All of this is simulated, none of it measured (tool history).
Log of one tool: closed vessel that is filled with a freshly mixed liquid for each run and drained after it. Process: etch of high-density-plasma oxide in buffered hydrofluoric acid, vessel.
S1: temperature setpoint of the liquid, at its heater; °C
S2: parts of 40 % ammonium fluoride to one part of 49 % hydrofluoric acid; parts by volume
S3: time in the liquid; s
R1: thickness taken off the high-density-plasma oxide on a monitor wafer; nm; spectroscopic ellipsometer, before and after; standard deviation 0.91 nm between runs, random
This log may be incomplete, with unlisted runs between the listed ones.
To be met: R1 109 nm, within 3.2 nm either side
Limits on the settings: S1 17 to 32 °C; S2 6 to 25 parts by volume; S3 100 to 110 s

{"run": 1, "hour": 0.0, "S1": 24, "S2": 15.5, "S3": 100, "R1": 88.677}
{"run": 2, "hour": 4.0, "S1": 24, "S2": 15.5, "S3": 100, "R1": 89.587}
{"run": 3, "hour": 4.7, "S1": 22, "S2": 15.5, "S3": 100, "R1": 80.142}
{"run": 4, "hour": 13.4, "S1": 24, "S2": 15.5, "S3": 100, "R1": 89.416}
{"run": 5, "hour": 15.8, "S1": 24, "S2": 15.5, "S3": 110, "R1": 97.165}
{"run": 6, "hour": 19.9, "S1": 24, "S2": 15.5, "S3": 110, "R1": 99.57}
{"run": 7, "hour": 20.8, "S1": 24.5, "S2": 15.5, "S3": 110, "R1": 102.08}
{"hour": 23.4, "done": "hydrofluoric acid flow meter replaced"}
{"run": 8, "hour": 23.4, "S1": 25, "S2": 15.5, "S3": 110, "R1": 94.195}
{"run": 9, "hour": 24.3, "S1": 25, "S2": 15, "S3": 110, "R1": 96.263}
{"run": 10, "hour": 31.0, "S1": 25, "S2": 15, "S3": 110, "R1": 96.101}
{"run": 11, "hour": 39.8, "S1": 25.5, "S2": 12.5, "S3": 110, "R1": 117.79}

Exercise: of the 5 proposed moves below, exactly one satisfies all targets within the stated allowed misses. Which move is it?
{"run": "A", "hour": 48.6, "S1": 26.5, "S2": 12, "S3": 110, "R1": "?"}
{"run": "B", "hour": 48.6, "S1": 24, "S2": 10.5, "S3": 110, "R1": "?"}
{"run": "C", "hour": 48.6, "S1": 28.5, "S2": 13, "S3": 110, "R1": "?"}
{"run": "D", "hour": 48.6, "S1": 26.5, "S2": 12.5, "S3": 110, "R1": "?"}
{"run": "E", "hour": 48.6, "S1": 22.5, "S2": 11.5, "S3": 110, "R1": "?"}

move=A R1=130.3
move=B R1=129.65
move=C R1=134.06
move=D R1=125.21
move=E R1=109.28
A: the biggest miss grows against the last run
B: the biggest miss grows against the last run
C: the biggest miss grows against the last run
D: the biggest miss grows against the last run
E: all results land within tolerance of their targets
Go with E: it meets all targets.
